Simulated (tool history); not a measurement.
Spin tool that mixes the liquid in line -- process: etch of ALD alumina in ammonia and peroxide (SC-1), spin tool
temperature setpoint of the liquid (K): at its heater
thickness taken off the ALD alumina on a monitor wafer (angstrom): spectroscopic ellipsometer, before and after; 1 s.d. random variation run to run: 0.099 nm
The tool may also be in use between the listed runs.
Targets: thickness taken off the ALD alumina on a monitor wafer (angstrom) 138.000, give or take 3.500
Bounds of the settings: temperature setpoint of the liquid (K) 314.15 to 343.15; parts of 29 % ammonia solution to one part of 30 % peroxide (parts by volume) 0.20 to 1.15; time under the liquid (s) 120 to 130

run,hour,temperature setpoint of the liquid (K),parts of 29 % ammonia solution to one part of 30 % peroxide (parts by volume),time under the liquid (s),thickness taken off the ALD alumina on a monitor wafer (angstrom)
1,0.0,330.15,0.65,120,113.080
2,7.5,326.15,0.65,120,91.150
3,14.8,326.15,0.80,120,94.631
4,22.3,326.15,1.00,120,95.642
5,24.7,326.15,1.10,120,97.084
6,33.0,326.15,0.95,120,94.729
7,40.9,328.15,0.95,120,105.710
8,49.6,329.65,0.95,120,113.830
9,55.1,330.65,0.95,120,122.490
10,59.4,330.65,0.95,120,121.310
11,63.0,331.15,0.95,120,125.270
12,70.4,331.65,0.95,120,126.400
13,77.9,332.15,0.95,120,130.300
14,78.8,332.15,0.95,120,131.610
15,87.3,332.15,0.95,120,131.790

Exercise: of the 4 proposed moves below, exactly one satisfies all targets within the stated allowed misses. Which move is it?
A,95.8,332.65,1.00,130,?
B,95.8,332.15,0.95,125,?
C,95.8,331.15,1.05,120,?
D,95.8,331.15,1.00,120,?

move,thickness taken off the ALD alumina on a monitor wafer (angstrom)
A,147.560
B,137.600
C,126.620
D,126.030
A: takes the result that was furthest off past its target
B: meets every target
C: misses by more than the last run did
D: misses by more than the last run did
The move that meets every target is B.
